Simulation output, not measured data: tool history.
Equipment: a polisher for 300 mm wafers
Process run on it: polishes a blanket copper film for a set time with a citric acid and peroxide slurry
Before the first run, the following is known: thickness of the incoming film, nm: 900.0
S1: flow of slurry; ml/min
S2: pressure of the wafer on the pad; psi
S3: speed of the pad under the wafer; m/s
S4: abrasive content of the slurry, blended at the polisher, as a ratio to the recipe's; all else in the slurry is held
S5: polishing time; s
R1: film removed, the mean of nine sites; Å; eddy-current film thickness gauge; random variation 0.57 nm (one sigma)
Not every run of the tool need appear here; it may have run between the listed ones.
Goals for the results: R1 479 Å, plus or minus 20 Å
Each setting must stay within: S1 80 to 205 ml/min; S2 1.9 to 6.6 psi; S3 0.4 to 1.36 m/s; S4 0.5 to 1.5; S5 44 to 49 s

run,hour,S1,S2,S3,S4,S5,R1
1,0,135,4.2,0.88,1,49,1136.1
2,1.2,135,4.2,0.88,0.8,49,1055.7
3,6.2,135,3.7,0.84,0.8,49,883.22
4,12.3,135,3.7,0.7,0.8,49,753.93
5,18.9,135,3.3,0.7,0.8,49,684.77
6,24.8,115,3.3,0.7,0.8,49,657.4
7,27.1,110,3,0.7,0.8,49,600.34
8,33.6,100,2,0.68,0.8,49,395.11
9,39.4,105,2.1,0.68,0.8,49,420.96
10,42.9,110,2.2,0.68,0.8,49,440.41
11,47,130,2.5,0.68,0.8,49,513.57
12,49.8,125,2.5,0.68,0.8,49,507.07
13,53.8,120,2.5,0.68,0.8,49,501.95
14,58.7,115,2.5,0.68,0.8,49,500.8
15,64.6,115,2.5,0.68,0.8,49,499.34

Next run, 4 choices. One meets every target within its allowed miss, the rest don't. Which?
A,70.5,85,2.1,0.78,1.3,47,?
B,70.5,130,2.7,0.68,0.8,48,?
C,70.5,120,2.5,0.74,0.85,49,?
D,70.5,105,2.8,0.68,0.9,48,?

move,R1
A,476.33
B,534.08
C,549.78
D,538.24
A: hits every target within its allowed miss
B: misses by more than the last run did
C: misses by more than the last run did
D: misses by more than the last run did
Go with A: it meets all targets.

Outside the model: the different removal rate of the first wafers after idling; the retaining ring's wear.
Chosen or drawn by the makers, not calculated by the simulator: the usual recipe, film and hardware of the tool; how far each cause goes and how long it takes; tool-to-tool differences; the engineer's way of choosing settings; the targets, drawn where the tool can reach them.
